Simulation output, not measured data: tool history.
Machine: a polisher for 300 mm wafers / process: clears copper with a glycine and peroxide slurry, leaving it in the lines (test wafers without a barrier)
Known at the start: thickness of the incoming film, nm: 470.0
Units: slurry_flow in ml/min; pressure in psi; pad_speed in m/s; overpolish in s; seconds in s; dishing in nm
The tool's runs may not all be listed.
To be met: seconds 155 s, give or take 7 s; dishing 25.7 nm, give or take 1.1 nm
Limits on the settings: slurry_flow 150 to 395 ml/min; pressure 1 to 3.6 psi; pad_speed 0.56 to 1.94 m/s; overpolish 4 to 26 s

run 1 hour=0 | slurry_flow=250 pressure=2.3 pad_speed=1.24 overpolish=13 | seconds=103.5 dishing=41.816
run 2 hour=6.9 | slurry_flow=250 pressure=2.2 pad_speed=1.24 overpolish=13 | seconds=110.4 dishing=40.968
run 3 hour=9 | slurry_flow=250 pressure=2.1 pad_speed=1.24 overpolish=13 | seconds=114.37 dishing=39.913
run 4 hour=17.7 | slurry_flow=250 pressure=2 pad_speed=1.24 overpolish=13 | seconds=117.87 dishing=38.098
run 5 hour=19 | slurry_flow=250 pressure=1.9 pad_speed=1.24 overpolish=13 | seconds=123.06 dishing=37.559
run 6 hour=25.7 | slurry_flow=250 pressure=1.9 pad_speed=1.52 overpolish=13 | seconds=107.29 dishing=40.082
run 7 hour=30.5 | slurry_flow=250 pressure=1.8 pad_speed=1.52 overpolish=13 | seconds=114.45 dishing=38.291
run 8 hour=32.1 | slurry_flow=250 pressure=1.7 pad_speed=1.52 overpolish=13 | seconds=120.26 dishing=36.71
run 9 hour=40.8 | slurry_flow=250 pressure=1.6 pad_speed=1.52 overpolish=13 | seconds=129.16 dishing=35.97
run 10 hour=45.2 | slurry_flow=250 pressure=1.4 pad_speed=1.52 overpolish=11 | seconds=141.62 dishing=28.04

Exactly one of the 4 candidate moves below puts every result within its allowed miss. Which one?
run A hour=49.6 | slurry_flow=280 pressure=1.7 pad_speed=1.22 overpolish=10 | seconds=? dishing=?
run B hour=49.6 | slurry_flow=235 pressure=1.1 pad_speed=1.38 overpolish=13 | seconds=? dishing=?
run C hour=49.6 | slurry_flow=235 pressure=1.6 pad_speed=1.36 overpolish=11 | seconds=? dishing=?
run D hour=49.6 | slurry_flow=230 pressure=1.4 pad_speed=1.32 overpolish=11 | seconds=? dishing=?

move=A seconds=132.94 dishing=27.023
move=B seconds=176.78 dishing=26.161
move=C seconds=134.56 dishing=29.069
move=D seconds=151.52 dishing=26.02
A: lands further from the targets than the last run did
B: corrects the largest miss of the last run, while another result sits out of spec
C: lands further from the targets than the last run did
D: all results land within tolerance of their targets
The move that meets every target is D.

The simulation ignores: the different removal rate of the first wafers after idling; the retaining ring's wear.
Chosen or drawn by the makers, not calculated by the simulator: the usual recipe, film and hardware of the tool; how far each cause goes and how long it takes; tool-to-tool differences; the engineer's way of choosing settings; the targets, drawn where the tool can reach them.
